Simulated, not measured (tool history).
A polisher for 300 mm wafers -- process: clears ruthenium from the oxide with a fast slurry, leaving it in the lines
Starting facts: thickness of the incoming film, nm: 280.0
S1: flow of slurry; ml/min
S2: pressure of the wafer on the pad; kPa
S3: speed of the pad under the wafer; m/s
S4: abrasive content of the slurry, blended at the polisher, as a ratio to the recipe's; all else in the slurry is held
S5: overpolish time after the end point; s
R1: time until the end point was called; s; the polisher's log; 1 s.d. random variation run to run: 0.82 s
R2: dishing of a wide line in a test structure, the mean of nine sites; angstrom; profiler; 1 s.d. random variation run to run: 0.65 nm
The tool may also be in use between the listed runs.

Run 1, hour 0.0: S1 255 ml/min, S2 21.4 kPa, S3 0.96 m/s, S4 1.0, S5 26 s. Result: R1 76.175 s, R2 527.95 angstrom.
Run 2, hour 3.2: S1 255 ml/min, S2 21.4 kPa, S3 0.96 m/s, S4 1.0, S5 24 s. Result: R1 77.229 s, R2 489.56 angstrom.
Run 3, hour 5.9: S1 255 ml/min, S2 21.4 kPa, S3 0.96 m/s, S4 1.0, S5 22 s. Result: R1 78.124 s, R2 478.17 angstrom.
Run 4, hour 13.4: S1 255 ml/min, S2 21.4 kPa, S3 0.96 m/s, S4 1.0, S5 20 s. Result: R1 77.550 s, R2 441.81 angstrom.
Run 5, hour 19.3: S1 295 ml/min, S2 21.4 kPa, S3 0.96 m/s, S4 1.0, S5 20 s. Result: R1 75.804 s, R2 460.34 angstrom.
Run 6, hour 25.9: S1 295 ml/min, S2 21.4 kPa, S3 1.06 m/s, S4 1.0, S5 20 s. Result: R1 69.586 s, R2 470.96 angstrom.
Run 7, hour 33.2: S1 295 ml/min, S2 20.7 kPa, S3 1.06 m/s, S4 1.0, S5 19 s. Result: R1 69.531 s, R2 460.90 angstrom.

The next listed run, before its measurement:
Run 8, hour 36.2: S1 290 ml/min, S2 20.0 kPa, S3 1.06 m/s, S4 1.0, S5 19 s. Result: R1 ?, R2 ?.

Run 8 gave R1 71.644 s, R2 446.95 angstrom.
